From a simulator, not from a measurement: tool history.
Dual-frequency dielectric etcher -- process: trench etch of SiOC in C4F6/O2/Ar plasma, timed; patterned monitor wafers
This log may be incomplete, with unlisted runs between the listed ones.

run	hour	source power (W)	bias power (W)	etch time (s)	mean etch depth across the wafer (nm)
1	0	480	176	24.5	57.595
2	3.2	480	176	25.5	60.053
3	8.5	480	193	25.5	62.208
4	11.3	480	163	25.5	58.318
5	16.8	500	165	25.5	59.419
6	23.4	420	165	25.5	56.098
7	28.7	440	167	25.5	57.345
8	29.9	460	170	25.5	58.41

Run 9, settings as shown, results not yet in. Your forecast:
9	37.1	560	190	25.5	?

mean etch depth across the wafer (nm): 64.864

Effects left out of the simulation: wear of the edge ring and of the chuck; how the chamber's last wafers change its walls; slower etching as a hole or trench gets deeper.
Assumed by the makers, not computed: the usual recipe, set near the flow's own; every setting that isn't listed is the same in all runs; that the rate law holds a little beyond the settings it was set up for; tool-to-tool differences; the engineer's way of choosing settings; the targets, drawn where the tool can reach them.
